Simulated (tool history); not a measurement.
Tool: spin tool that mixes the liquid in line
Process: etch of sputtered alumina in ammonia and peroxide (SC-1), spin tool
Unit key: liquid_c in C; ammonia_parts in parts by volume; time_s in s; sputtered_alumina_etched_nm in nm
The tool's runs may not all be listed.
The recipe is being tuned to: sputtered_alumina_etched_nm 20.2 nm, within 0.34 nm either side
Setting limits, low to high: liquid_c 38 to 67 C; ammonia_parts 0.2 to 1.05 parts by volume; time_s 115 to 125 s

{"run": 1, "hour": 0.0, "liquid_c": 51, "ammonia_parts": 0.55, "time_s": 115, "sputtered_alumina_etched_nm": 8.2645}
{"run": 2, "hour": 4.0, "liquid_c": 47.5, "ammonia_parts": 0.55, "time_s": 115, "sputtered_alumina_etched_nm": 6.7827}
{"run": 3, "hour": 6.6, "liquid_c": 50, "ammonia_parts": 0.55, "time_s": 115, "sputtered_alumina_etched_nm": 7.7859}
{"run": 4, "hour": 15.2, "liquid_c": 50, "ammonia_parts": 0.4, "time_s": 115, "sputtered_alumina_etched_nm": 7.6552}
{"run": 5, "hour": 21.4, "liquid_c": 52, "ammonia_parts": 0.4, "time_s": 115, "sputtered_alumina_etched_nm": 8.5148}
{"run": 6, "hour": 27.4, "liquid_c": 53.5, "ammonia_parts": 0.4, "time_s": 115, "sputtered_alumina_etched_nm": 9.2075}
{"run": 7, "hour": 28.3, "liquid_c": 55, "ammonia_parts": 0.4, "time_s": 115, "sputtered_alumina_etched_nm": 9.9699}
{"run": 8, "hour": 36.3, "liquid_c": 63, "ammonia_parts": 0.65, "time_s": 115, "sputtered_alumina_etched_nm": 15.893}
{"run": 9, "hour": 42.7, "liquid_c": 63, "ammonia_parts": 0.65, "time_s": 115, "sputtered_alumina_etched_nm": 15.96}
{"run": 10, "hour": 49.7, "liquid_c": 63, "ammonia_parts": 0.65, "time_s": 115, "sputtered_alumina_etched_nm": 15.895}
{"run": 11, "hour": 52.4, "liquid_c": 63, "ammonia_parts": 0.65, "time_s": 115, "sputtered_alumina_etched_nm": 15.964}
{"run": 12, "hour": 58.2, "liquid_c": 63.5, "ammonia_parts": 0.65, "time_s": 115, "sputtered_alumina_etched_nm": 16.381}
{"run": 13, "hour": 65.6, "liquid_c": 63.5, "ammonia_parts": 0.65, "time_s": 115, "sputtered_alumina_etched_nm": 16.348}
{"run": 14, "hour": 70.6, "liquid_c": 64, "ammonia_parts": 0.65, "time_s": 115, "sputtered_alumina_etched_nm": 16.722}
{"run": 15, "hour": 71.8, "liquid_c": 64.5, "ammonia_parts": 0.65, "time_s": 115, "sputtered_alumina_etched_nm": 17.213}
{"run": 16, "hour": 72.6, "liquid_c": 65, "ammonia_parts": 0.65, "time_s": 115, "sputtered_alumina_etched_nm": 17.587}
{"hour": 74.0, "done": "thermometer replaced"}
{"run": 17, "hour": 74.0, "liquid_c": 67, "ammonia_parts": 0.8, "time_s": 115, "sputtered_alumina_etched_nm": 21.808}
{"run": 18, "hour": 78.4, "liquid_c": 66, "ammonia_parts": 0.8, "time_s": 115, "sputtered_alumina_etched_nm": 20.62}

Which single option among these 5 for the next run brings every result within its allowed miss of target? Just one does.
{"run": "A", "hour": 82.8, "liquid_c": 66.5, "ammonia_parts": 0.65, "time_s": 115, "sputtered_alumina_etched_nm": "?"}
{"run": "B", "hour": 82.8, "liquid_c": 66.5, "ammonia_parts": 0.75, "time_s": 115, "sputtered_alumina_etched_nm": "?"}
{"run": "C", "hour": 82.8, "liquid_c": 67, "ammonia_parts": 0.55, "time_s": 115, "sputtered_alumina_etched_nm": "?"}
{"run": "D", "hour": 82.8, "liquid_c": 65.5, "ammonia_parts": 0.8, "time_s": 120, "sputtered_alumina_etched_nm": "?"}
{"run": "E", "hour": 82.8, "liquid_c": 65.5, "ammonia_parts": 0.75, "time_s": 115, "sputtered_alumina_etched_nm": "?"}

move=A sputtered_alumina_etched_nm=20.847
move=B sputtered_alumina_etched_nm=21.13
move=C sputtered_alumina_etched_nm=21.03
move=D sputtered_alumina_etched_nm=21.116
move=E sputtered_alumina_etched_nm=20.114
A: lands further from the targets than the last run did
B: lands further from the targets than the last run did
C: lands further from the targets than the last run did
D: lands further from the targets than the last run did
E: meets every target
Correct choice: E, which meets every target

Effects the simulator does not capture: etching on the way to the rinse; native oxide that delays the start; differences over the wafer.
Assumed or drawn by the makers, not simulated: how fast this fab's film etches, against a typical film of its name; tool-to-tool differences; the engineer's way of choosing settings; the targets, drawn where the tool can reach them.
